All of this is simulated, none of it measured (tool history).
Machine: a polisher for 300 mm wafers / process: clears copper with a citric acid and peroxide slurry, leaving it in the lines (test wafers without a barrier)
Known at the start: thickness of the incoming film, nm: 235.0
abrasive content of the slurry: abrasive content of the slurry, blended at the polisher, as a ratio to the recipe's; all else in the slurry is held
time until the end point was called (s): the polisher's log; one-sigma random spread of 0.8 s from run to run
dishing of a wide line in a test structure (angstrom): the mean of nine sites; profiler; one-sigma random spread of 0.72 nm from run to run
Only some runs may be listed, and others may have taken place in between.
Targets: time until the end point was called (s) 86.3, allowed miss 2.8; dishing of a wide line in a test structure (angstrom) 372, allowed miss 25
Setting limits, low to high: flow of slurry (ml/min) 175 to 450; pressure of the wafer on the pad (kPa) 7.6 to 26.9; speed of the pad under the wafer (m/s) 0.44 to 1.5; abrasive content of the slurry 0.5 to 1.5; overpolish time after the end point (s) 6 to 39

run	day	flow of slurry (ml/min)	pressure of the wafer on the pad (kPa)	speed of the pad under the wafer (m/s)	abrasive content of the slurry	overpolish time after the end point (s)	time until the end point was called (s)	dishing of a wide line in a test structure (angstrom)
1	0	290	17.2	0.96	1	20	125.29	223.28
2	0.196	290	18.6	0.96	1	21	115.52	255.48
3	0.317	290	19.3	0.96	1	21	114.3	273.98
4	0.442	290	23.4	0.96	1	21	93.053	316.26
5	0.542	290	19.3	0.96	1	21	111.47	262.32
6	0.767	290	19.3	0.96	0.9	21	114.7	264.07
7	1.033	290	20.7	0.96	0.9	21	107.38	271.14
8	1.262	290	21.4	0.96	0.9	21	102.67	281.16
9	1.308	290	22.1	0.96	0.9	21	103.16	286.32
10	1.642	290	22.8	0.96	0.9	21	97.142	289.11
11	1.933	290	23.4	0.96	0.9	22	96.353	309.93
12	2.208	290	24.1	0.96	0.9	22	93.291	337.01
13	2.454	295	24.8	0.96	0.9	22	90.728	334.97

Which one of the following 4 next-run settings gets every result inside its allowed miss? There is exactly one.
A	2.7	205	22.8	0.96	1.05	20	?	?
B	2.7	275	26.2	0.9	0.85	20	?	?
C	2.7	280	23.4	0.98	0.95	23	?	?
D	2.7	295	22.1	1.1	0.95	25	?	?

move	time until the end point was called (s)	dishing of a wide line in a test structure (angstrom)
A	97.335	289.71
B	92.739	303.86
C	92.418	342.52
D	87.228	384.66
A: its largest miss is bigger than the last run's
B: its largest miss is bigger than the last run's
C: its largest miss is bigger than the last run's
D: in spec on every target
Correct choice: D, which meets every target
